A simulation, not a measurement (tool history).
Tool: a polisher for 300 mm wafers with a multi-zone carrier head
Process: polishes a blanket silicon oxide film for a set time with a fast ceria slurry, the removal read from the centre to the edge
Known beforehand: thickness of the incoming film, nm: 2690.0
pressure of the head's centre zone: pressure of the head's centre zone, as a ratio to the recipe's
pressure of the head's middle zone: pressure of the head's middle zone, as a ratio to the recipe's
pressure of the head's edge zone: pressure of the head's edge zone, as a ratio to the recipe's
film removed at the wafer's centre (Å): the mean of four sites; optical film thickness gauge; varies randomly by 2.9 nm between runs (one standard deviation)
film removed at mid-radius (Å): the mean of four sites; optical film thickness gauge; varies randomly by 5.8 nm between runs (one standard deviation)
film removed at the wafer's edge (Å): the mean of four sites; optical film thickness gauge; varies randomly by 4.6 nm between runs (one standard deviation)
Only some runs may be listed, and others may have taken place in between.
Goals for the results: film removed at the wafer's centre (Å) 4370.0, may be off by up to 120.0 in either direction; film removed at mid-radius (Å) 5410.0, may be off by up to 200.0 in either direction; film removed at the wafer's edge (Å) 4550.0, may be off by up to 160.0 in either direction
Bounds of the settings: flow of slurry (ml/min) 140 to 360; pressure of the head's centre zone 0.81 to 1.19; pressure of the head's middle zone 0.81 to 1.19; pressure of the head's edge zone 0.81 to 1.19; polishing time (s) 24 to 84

run,hour,flow of slurry (ml/min),pressure of the head's centre zone,pressure of the head's middle zone,pressure of the head's edge zone,polishing time (s),film removed at the wafer's centre (Å),film removed at mid-radius (Å),film removed at the wafer's edge (Å)
1,0.0,230,1.00,1.00,1.00,54,5267.0,4977.6,4993.9
2,7.9,230,1.00,1.00,1.00,59,5762.3,5404.9,5440.0
3,11.4,180,1.00,1.00,1.00,59,5464.5,5248.7,5279.6
4,14.2,180,1.08,1.00,1.00,59,6023.1,5228.6,5321.2
5,20.2,180,1.08,0.93,1.00,59,5965.9,4884.9,5322.8
6,22.1,175,1.03,0.97,0.97,58,5536.5,4913.0,5128.6
7,24.4,170,0.99,1.01,0.95,57,5162.9,5065.8,4945.3
8,25.6,165,0.96,1.03,0.93,57,4986.0,5073.3,4836.2
9,29.3,160,0.94,1.05,0.92,57,4877.3,5087.4,4790.9
10,32.9,155,0.92,1.08,0.91,57,4781.0,5150.8,4679.6
11,36.5,150,0.90,1.10,0.91,57,4650.6,5353.0,4692.2
# hour 41.6: centre zone pressure recalibrated
12,41.6,150,0.89,1.11,0.90,57,4199.9,5307.0,4771.2
13,47.1,150,0.89,1.11,0.90,57,4196.5,5390.5,4659.0

Which single option among these 4 for the next run brings every result within its allowed miss of target? Just one does.
A,52.6,140,0.90,1.16,0.95,58,?,?,?
B,52.6,160,0.96,1.04,0.81,58,?,?,?
C,52.6,205,0.87,1.17,0.90,51,?,?,?
D,52.6,140,0.91,1.11,0.81,59,?,?,?

move,film removed at the wafer's centre (Å),film removed at mid-radius (Å),film removed at the wafer's edge (Å)
A,4279.8,5511.8,4812.5
B,4727.6,5178.5,4585.2
C,3966.1,5275.3,4362.7
D,4400.8,5399.1,4557.3
A: gets the furthest-off result to its target, but another result is out of tolerance
B: takes the result that was furthest off past its target
C: the biggest miss grows against the last run
D: in spec on every target
The right move is D.
